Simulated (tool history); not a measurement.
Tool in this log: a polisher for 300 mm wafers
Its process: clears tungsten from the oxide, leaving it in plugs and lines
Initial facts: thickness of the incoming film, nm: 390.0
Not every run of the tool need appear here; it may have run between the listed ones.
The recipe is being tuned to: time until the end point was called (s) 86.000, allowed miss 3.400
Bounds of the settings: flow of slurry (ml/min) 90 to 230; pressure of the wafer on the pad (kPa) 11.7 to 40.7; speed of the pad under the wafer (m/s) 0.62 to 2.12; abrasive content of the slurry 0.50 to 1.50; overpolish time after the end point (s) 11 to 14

run  hour  flow of slurry (ml/min)  pressure of the wafer on the pad (kPa)  speed of the pad under the wafer (m/s)  abrasive content of the slurry  overpolish time after the end point (s)  time until the end point was called (s)
  1   0.0                      150                                    26.2                                    1.36                            1.00                                       14                                   62.164
  2   4.6                      150                                    26.2                                    1.36                            1.00                                       11                                   63.435
  3  10.6                      120                                    26.2                                    1.36                            1.00                                       11                                   64.187
  4  14.8                      120                                    24.1                                    1.36                            1.00                                       11                                   72.247
  5  16.5                      145                                    24.1                                    1.36                            1.00                                       11                                   68.106
  6  22.6                      145                                    24.1                                    1.54                            1.00                                       11                                   60.771
  7  30.3                      140                                    22.1                                    1.54                            1.00                                       11                                   67.054
  8  36.7                      135                                    20.7                                    1.54                            1.00                                       11                                   72.202
  9  39.0                      120                                    16.5                                    1.52                            1.00                                       11                                   92.389
 10  39.7                      125                                    16.5                                    1.52                            1.00                                       11                                   91.737
 11  42.8                      130                                    16.5                                    1.52                            1.00                                       11                                   91.471

Below are 5 possible settings for the next run. Only one of them brings all results inside the allowed miss of their targets. Which is it?
  A  45.9                      160                                    16.5                                    1.40                            0.90                                       14                                        ?
  B  45.9                      165                                    20.0                                    1.30                            0.90                                       11                                        ?
  C  45.9                      130                                    17.2                                    1.40                            0.95                                       14                                        ?
  D  45.9                      120                                    13.8                                    1.86                            0.85                                       11                                        ?
  E  45.9                      105                                    20.7                                    1.16                            1.20                                       11                                        ?

move  time until the end point was called (s)
   A                                   96.470
   B                                   86.019
   C                                   95.913
   D                                   93.165
   E                                   98.161
A: misses by more than the last run did
B: each result inside its tolerance
C: misses by more than the last run did
D: misses by more than the last run did
E: misses by more than the last run did
B is the move that brings every result within its allowed miss.
